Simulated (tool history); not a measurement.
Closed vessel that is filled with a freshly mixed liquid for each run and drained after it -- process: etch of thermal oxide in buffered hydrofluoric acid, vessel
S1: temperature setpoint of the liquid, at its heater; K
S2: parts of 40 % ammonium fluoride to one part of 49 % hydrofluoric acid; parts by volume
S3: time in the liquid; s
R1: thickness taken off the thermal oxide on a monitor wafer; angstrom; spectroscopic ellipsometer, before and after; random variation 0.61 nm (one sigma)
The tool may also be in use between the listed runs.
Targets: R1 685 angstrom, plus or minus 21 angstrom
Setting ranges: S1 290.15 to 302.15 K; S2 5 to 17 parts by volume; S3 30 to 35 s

run 1 hour=0 | S1=294.15 S2=10.5 S3=35 | R1=327.42
run 2 hour=6 | S1=296.65 S2=10.5 S3=35 | R1=389.56
run 3 hour=7.6 | S1=296.65 S2=8.5 S3=35 | R1=460.15
run 4 hour=16.4 | S1=298.15 S2=8.5 S3=35 | R1=495.39
run 5 hour=19.4 | S1=299.15 S2=8.5 S3=35 | R1=528.17
run 6 hour=26 | S1=300.15 S2=8 S3=35 | R1=591.24
run 7 hour=34.2 | S1=300.65 S2=8 S3=35 | R1=608.51
run 8 hour=43 | S1=301.15 S2=8 S3=35 | R1=611.49
run 9 hour=51.5 | S1=301.65 S2=8 S3=35 | R1=633.19
-- hour=53.3 hydrofluoric acid flow meter replaced
run 10 hour=53.3 | S1=302.15 S2=7.5 S3=35 | R1=770.36
run 11 hour=61.2 | S1=301.65 S2=7.5 S3=35 | R1=759.53
run 12 hour=62.3 | S1=301.15 S2=7.5 S3=35 | R1=742.84

Exactly one of the 4 candidate moves below puts every result within its allowed miss. Which one?
run A hour=63.4 | S1=301.65 S2=7.5 S3=30 | R1=?
run B hour=63.4 | S1=300.15 S2=7 S3=30 | R1=?
run C hour=63.4 | S1=301.15 S2=8 S3=35 | R1=?
run D hour=63.4 | S1=296.65 S2=7 S3=35 | R1=?

move=A R1=638.83
move=B R1=635.45
move=C R1=676.93
move=D R1=613.68
A: takes the biggest miss from the last run beyond its target
B: takes the biggest miss from the last run beyond its target
C: all results land within tolerance of their targets
D: takes the biggest miss from the last run beyond its target
So the answer is move C, the one that meets all the targets.
